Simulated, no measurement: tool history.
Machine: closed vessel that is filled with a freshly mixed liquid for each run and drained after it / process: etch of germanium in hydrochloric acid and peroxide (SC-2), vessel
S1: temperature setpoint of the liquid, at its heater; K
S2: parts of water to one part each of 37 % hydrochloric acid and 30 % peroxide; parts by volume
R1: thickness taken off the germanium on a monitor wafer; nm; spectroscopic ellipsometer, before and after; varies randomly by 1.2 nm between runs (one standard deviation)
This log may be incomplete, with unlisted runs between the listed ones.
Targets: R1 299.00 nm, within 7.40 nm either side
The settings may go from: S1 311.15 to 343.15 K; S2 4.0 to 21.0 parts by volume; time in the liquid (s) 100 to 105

{"run": 1, "hour": 0.0, "S1": 327.15, "S2": 11.5, "time in the liquid (s)": 100, "R1": 224.31}
{"run": 2, "hour": 6.9, "S1": 327.15, "S2": 11.5, "time in the liquid (s)": 100, "R1": 225.24}
{"run": 3, "hour": 10.0, "S1": 328.65, "S2": 11.5, "time in the liquid (s)": 100, "R1": 234.17}
{"run": 4, "hour": 12.7, "S1": 334.15, "S2": 11.5, "time in the liquid (s)": 100, "R1": 273.88}
{"run": 5, "hour": 15.4, "S1": 334.65, "S2": 11.5, "time in the liquid (s)": 100, "R1": 279.47}
{"run": 6, "hour": 21.6, "S1": 334.65, "S2": 11.5, "time in the liquid (s)": 100, "R1": 277.48}
{"run": 7, "hour": 22.7, "S1": 335.15, "S2": 11.5, "time in the liquid (s)": 100, "R1": 285.06}
{"run": 8, "hour": 27.2, "S1": 335.65, "S2": 11.5, "time in the liquid (s)": 100, "R1": 286.99}

Pick the move, out of 4, that brings all results within their allowed miss; only one does.
{"run": "A", "hour": 31.7, "S1": 336.15, "S2": 13.5, "time in the liquid (s)": 100, "R1": "?"}
{"run": "B", "hour": 31.7, "S1": 335.65, "S2": 11.5, "time in the liquid (s)": 105, "R1": "?"}
{"run": "C", "hour": 31.7, "S1": 332.15, "S2": 10.5, "time in the liquid (s)": 105, "R1": "?"}
{"run": "D", "hour": 31.7, "S1": 333.15, "S2": 11.5, "time in the liquid (s)": 105, "R1": "?"}

move=A R1=285.13
move=B R1=302.10
move=C R1=275.91
move=D R1=281.02
A: moves away from the targets compared with the last run
B: every result lands within tolerance
C: moves away from the targets compared with the last run
D: moves away from the targets compared with the last run
So the answer is move B, the one that meets all the targets.
